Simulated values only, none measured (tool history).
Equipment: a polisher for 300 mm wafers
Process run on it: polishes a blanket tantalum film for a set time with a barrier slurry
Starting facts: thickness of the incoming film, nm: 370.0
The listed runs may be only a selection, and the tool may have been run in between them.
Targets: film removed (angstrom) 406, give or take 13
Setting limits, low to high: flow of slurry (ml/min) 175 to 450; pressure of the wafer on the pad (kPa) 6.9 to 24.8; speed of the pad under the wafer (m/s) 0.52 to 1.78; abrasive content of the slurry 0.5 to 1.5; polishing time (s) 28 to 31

| run | hour | flow of slurry (ml/min) | pressure of the wafer on the pad (kPa) | speed of the pad under the wafer (m/s) | abrasive content of the slurry | polishing time (s) | film removed (angstrom) |
|---|---|---|---|---|---|---|---|
| 1 | 0 | 290 | 15.9 | 1.14 | 1 | 31 | 794.29 |
| 2 | 1.7 | 290 | 15.9 | 1.42 | 1 | 31 | 984.05 |
| 3 | 5 | 290 | 15.9 | 1.52 | 1 | 31 | 1046.9 |
| 4 | 6.8 | 290 | 17.9 | 1.52 | 1 | 31 | 1208.8 |
| 5 | 15.5 | 290 | 17.9 | 1.52 | 1 | 31 | 1206.7 |
| 6 | 23.3 | 220 | 17.9 | 1.52 | 1 | 31 | 1170.9 |
| 7 | 27.8 | 220 | 15.2 | 1.4 | 1 | 31 | 910.82 |
| 8 | 35.8 | 220 | 13.1 | 1.3 | 1 | 31 | 727.64 |
| 9 | 43.7 | 220 | 11.7 | 1.24 | 1 | 31 | 628.46 |
| 10 | 48.5 | 220 | 10.3 | 1.2 | 1 | 31 | 538.77 |
| 11 | 56.8 | 220 | 9.7 | 1.2 | 1 | 31 | 508.72 |
| 12 | 61.8 | 220 | 9 | 1.2 | 1 | 31 | 466.28 |

Pick the move, out of 4, that brings all results within their allowed miss; only one does.
| A | 66.8 | 220 | 8.3 | 1.26 | 0.95 | 28 | ? |
| B | 66.8 | 215 | 9 | 1.12 | 1.1 | 30 | ? |
| C | 66.8 | 190 | 10.3 | 1.1 | 1.05 | 28 | ? |
| D | 66.8 | 210 | 9.7 | 1.08 | 1 | 30 | ? |

| move | film removed (angstrom) |
|---|---|
| A | 414.47 |
| B | 443.66 |
| C | 452.57 |
| D | 446.34 |
A: every result lands within tolerance
B: closes in on the targets versus the last run, not all within tolerance yet
C: closes in on the targets versus the last run, not all within tolerance yet
D: closes in on the targets versus the last run, not all within tolerance yet
The right move is A.
